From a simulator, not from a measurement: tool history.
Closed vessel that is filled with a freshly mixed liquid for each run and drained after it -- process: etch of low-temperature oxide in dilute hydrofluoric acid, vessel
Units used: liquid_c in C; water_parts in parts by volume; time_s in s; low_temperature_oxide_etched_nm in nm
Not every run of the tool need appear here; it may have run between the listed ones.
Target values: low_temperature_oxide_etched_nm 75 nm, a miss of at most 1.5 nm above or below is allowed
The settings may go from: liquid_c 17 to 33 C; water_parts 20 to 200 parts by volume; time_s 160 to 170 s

run  hour  liquid_c  water_parts  time_s  low_temperature_oxide_etched_nm
  1     0        25          110     160                           50.321
  2   3.4        26          110     160                           51.677
  3  12.4        26          110     170                           55.223
  4    14        24          110     170                            50.83
  5    19        26          110     170                           55.285
  6  24.3        27          110     170                            57.53
  7  25.4        28          110     170                            59.47
  8  32.2        29          110     170                           61.168
  9  34.2      29.5          110     170                           63.176
 10  40.6      29.5          110     170                            63.17

Below are 4 possible settings for the next run. Only one of them brings all results inside the allowed miss of their targets. Which is it?
  A    47        30          105     170                                ?
  B    47      29.5           90     160                                ?
  C    47      29.5           90     170                                ?
  D    47        29           90     170                                ?

move  low_temperature_oxide_etched_nm
   A                           67.494
   B                           74.284
   C                           78.927
   D                           77.438
A: nearer the targets than the last run, but a result is still out of spec
B: all results in spec
C: the result that was furthest off in the last run now lies on the other side of its target
D: the result that was furthest off in the last run now lies on the other side of its target
B meets every target.
